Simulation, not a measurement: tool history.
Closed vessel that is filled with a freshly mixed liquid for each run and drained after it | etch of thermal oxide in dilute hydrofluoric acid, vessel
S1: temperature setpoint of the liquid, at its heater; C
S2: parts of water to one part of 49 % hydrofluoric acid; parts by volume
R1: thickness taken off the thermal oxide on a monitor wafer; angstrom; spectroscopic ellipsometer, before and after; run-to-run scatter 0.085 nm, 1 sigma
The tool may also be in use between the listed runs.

Run 1, hour 0: S1 25 C, S2 250 parts by volume, time in the liquid (s) 415. Result: R1 80.418 angstrom.
Run 2, hour 6.5: S1 25 C, S2 190 parts by volume, time in the liquid (s) 415. Result: R1 113.7 angstrom.
Run 3, hour 12.4: S1 27 C, S2 175 parts by volume, time in the liquid (s) 415. Result: R1 134.61 angstrom.
Run 4, hour 14.7: S1 27 C, S2 250 parts by volume, time in the liquid (s) 415. Result: R1 86.503 angstrom.
Run 5, hour 16.3: S1 27 C, S2 250 parts by volume, time in the liquid (s) 325. Result: R1 67.464 angstrom.
Run 6, hour 16.8: S1 27 C, S2 250 parts by volume, time in the liquid (s) 325. Result: R1 67.756 angstrom.

Run 7, settings as shown, results not yet in. Your forecast:
Run 7, hour 18: S1 31 C, S2 150 parts by volume, time in the liquid (s) 330. Result: R1 ?.

For run 7 the tool returned R1 149.64 angstrom.

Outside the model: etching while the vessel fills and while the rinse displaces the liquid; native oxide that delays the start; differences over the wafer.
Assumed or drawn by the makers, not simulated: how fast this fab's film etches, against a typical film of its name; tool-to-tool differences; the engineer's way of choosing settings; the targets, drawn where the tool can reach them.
